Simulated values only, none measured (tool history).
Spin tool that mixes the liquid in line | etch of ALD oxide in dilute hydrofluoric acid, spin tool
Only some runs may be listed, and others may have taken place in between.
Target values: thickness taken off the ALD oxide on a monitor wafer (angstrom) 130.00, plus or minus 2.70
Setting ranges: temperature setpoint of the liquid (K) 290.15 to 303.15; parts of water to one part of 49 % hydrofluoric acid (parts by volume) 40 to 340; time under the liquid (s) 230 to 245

run,hour,temperature setpoint of the liquid (K),parts of water to one part of 49 % hydrofluoric acid (parts by volume),time under the liquid (s),thickness taken off the ALD oxide on a monitor wafer (angstrom)
1,0.0,295.15,190,230,104.53
2,0.6,296.65,190,230,111.94
3,5.6,296.65,150,230,148.93
4,13.3,296.65,150,230,148.64
5,20.4,295.65,150,230,142.24
6,21.7,295.15,150,230,139.92
7,29.4,294.65,150,230,135.46
8,37.3,294.15,150,230,134.02

Below are 5 possible settings for the next run. Only one of them brings all results inside the allowed miss of their targets. Which is it?
A,45.2,294.65,160,235,?
B,45.2,295.15,150,230,?
C,45.2,292.65,145,240,?
D,45.2,294.65,150,230,?
E,45.2,294.15,160,230,?

move,thickness taken off the ALD oxide on a monitor wafer (angstrom)
A,129.82
B,139.69
C,137.05
D,136.93
E,124.56
A: every result within its allowed miss
B: the biggest miss grows against the last run
C: the biggest miss grows against the last run
D: the biggest miss grows against the last run
E: pushes the last run's worst result past its target
Answer: A
